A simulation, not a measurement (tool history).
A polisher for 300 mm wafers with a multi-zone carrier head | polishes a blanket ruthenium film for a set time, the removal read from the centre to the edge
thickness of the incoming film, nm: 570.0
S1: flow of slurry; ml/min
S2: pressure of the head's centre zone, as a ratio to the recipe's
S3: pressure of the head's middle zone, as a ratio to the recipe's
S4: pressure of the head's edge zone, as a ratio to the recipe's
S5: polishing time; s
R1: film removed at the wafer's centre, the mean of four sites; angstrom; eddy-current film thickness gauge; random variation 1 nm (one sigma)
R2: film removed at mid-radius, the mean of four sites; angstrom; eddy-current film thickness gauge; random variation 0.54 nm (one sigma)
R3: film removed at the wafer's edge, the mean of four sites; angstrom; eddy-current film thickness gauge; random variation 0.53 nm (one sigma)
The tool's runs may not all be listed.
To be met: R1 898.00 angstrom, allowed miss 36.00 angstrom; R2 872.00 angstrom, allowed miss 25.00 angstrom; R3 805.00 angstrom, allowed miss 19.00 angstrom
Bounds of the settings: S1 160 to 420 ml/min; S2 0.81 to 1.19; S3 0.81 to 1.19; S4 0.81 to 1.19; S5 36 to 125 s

{"run": 1, "hour": 0.0, "S1": 270, "S2": 1.0, "S3": 1.0, "S4": 1.0, "S5": 80, "R1": 933.78, "R2": 940.07, "R3": 940.77}
{"run": 2, "hour": 5.2, "S1": 270, "S2": 1.08, "S3": 1.0, "S4": 1.0, "S5": 80, "R1": 999.75, "R2": 953.14, "R3": 936.24}
{"run": 3, "hour": 6.9, "S1": 270, "S2": 1.08, "S3": 1.06, "S4": 1.0, "S5": 80, "R1": 994.89, "R2": 1007.0, "R3": 936.03}
{"run": 4, "hour": 11.9, "S1": 270, "S2": 1.08, "S3": 1.06, "S4": 1.05, "S5": 80, "R1": 1029.7, "R2": 990.89, "R3": 958.4}
{"run": 5, "hour": 17.5, "S1": 205, "S2": 1.08, "S3": 1.06, "S4": 1.05, "S5": 80, "R1": 994.24, "R2": 950.53, "R3": 932.08}
{"run": 6, "hour": 21.2, "S1": 200, "S2": 1.08, "S3": 1.05, "S4": 1.02, "S5": 79, "R1": 964.14, "R2": 939.92, "R3": 906.23}
{"run": 7, "hour": 25.6, "S1": 195, "S2": 1.09, "S3": 1.04, "S4": 1.0, "S5": 78, "R1": 940.03, "R2": 913.4, "R3": 885.94}
{"run": 8, "hour": 33.9, "S1": 195, "S2": 1.1, "S3": 1.04, "S4": 0.98, "S5": 77, "R1": 940.45, "R2": 907.69, "R3": 864.07}
{"run": 9, "hour": 37.2, "S1": 190, "S2": 1.1, "S3": 1.04, "S4": 0.97, "S5": 77, "R1": 946.14, "R2": 900.26, "R3": 858.8}
{"run": 10, "hour": 42.4, "S1": 190, "S2": 1.1, "S3": 1.04, "S4": 0.96, "S5": 77, "R1": 948.88, "R2": 894.58, "R3": 870.39}
{"run": 11, "hour": 47.9, "S1": 190, "S2": 1.1, "S3": 1.05, "S4": 0.95, "S5": 76, "R1": 931.27, "R2": 888.95, "R3": 841.81}
{"run": 12, "hour": 55.9, "S1": 190, "S2": 1.1, "S3": 1.05, "S4": 0.94, "S5": 76, "R1": 941.02, "R2": 891.81, "R3": 835.34}
{"run": 13, "hour": 57.3, "S1": 190, "S2": 1.09, "S3": 1.05, "S4": 0.93, "S5": 76, "R1": 923.07, "R2": 893.29, "R3": 831.28}
{"run": 14, "hour": 63.6, "S1": 185, "S2": 1.09, "S3": 1.05, "S4": 0.92, "S5": 76, "R1": 921.09, "R2": 889.79, "R3": 829.45}

Which of these 4 next moves meets every target?
{"run": "A", "hour": 69.9, "S1": 190, "S2": 1.1, "S3": 1.02, "S4": 0.97, "S5": 77, "R1": "?", "R2": "?", "R3": "?"}
{"run": "B", "hour": 69.9, "S1": 220, "S2": 1.08, "S3": 1.05, "S4": 0.92, "S5": 73, "R1": "?", "R2": "?", "R3": "?"}
{"run": "C", "hour": 69.9, "S1": 170, "S2": 1.01, "S3": 1.02, "S4": 0.91, "S5": 81, "R1": "?", "R2": "?", "R3": "?"}
{"run": "D", "hour": 69.9, "S1": 180, "S2": 1.07, "S3": 1.06, "S4": 0.9, "S5": 79, "R1": "?", "R2": "?", "R3": "?"}

move=A R1=936.10 R2=879.50 R3=865.13
move=B R1=892.24 R2=873.08 R3=812.44
move=C R1=885.28 R2=908.90 R3=871.47
move=D R1=925.32 R2=924.52 R3=851.21
A: further off than the last run
B: meets every target
C: further off than the last run
D: further off than the last run
The right move is B.

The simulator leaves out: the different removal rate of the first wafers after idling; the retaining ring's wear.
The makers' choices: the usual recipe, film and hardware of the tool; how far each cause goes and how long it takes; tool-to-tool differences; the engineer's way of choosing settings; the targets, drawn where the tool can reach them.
